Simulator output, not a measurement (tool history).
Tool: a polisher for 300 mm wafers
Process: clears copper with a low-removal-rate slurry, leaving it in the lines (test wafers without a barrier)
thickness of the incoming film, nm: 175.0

run	hour	flow of slurry (ml/min)	pressure of the wafer on the pad (psi)	speed of the pad under the wafer (cm/s)	abrasive content of the slurry	overpolish time after the end point (s)	time until the end point was called (s)	dishing of a wide line in a test structure (angstrom)
1	0	295	2.4	82	1	25	80.924	301.8
2	4.6	295	2.4	64	1	25	99.861	260.27
3	7.2	370	2.4	64	1	25	95.63	260.71
4	10.3	360	2.3	64	1	28	100.53	287.71
5	11.5	360	1.9	64	1	28	111.84	254.14
6	16.9	360	2.2	64	1	28	104.06	277.26
7	25.6	355	2.2	64	1	30	104.83	285.5
8	28.9	350	2.2	64	1	32	103.85	300.27
9	30.7	345	2.1	64	1	34	106.58	316.64
10	32.8	345	2	64	1	35	110.48	313.48
11	35.9	340	2	64	1	36	110.15	308.59
12	42.6	340	2	64	1	38	111.42	329.5
13	44.6	340	2	64	1	39	108.65	346.06

Forecast run 14:
14	50.8	335	2	64	1	40	?	?

time until the end point was called (s): 109.33
dishing of a wide line in a test structure (angstrom): 355.03
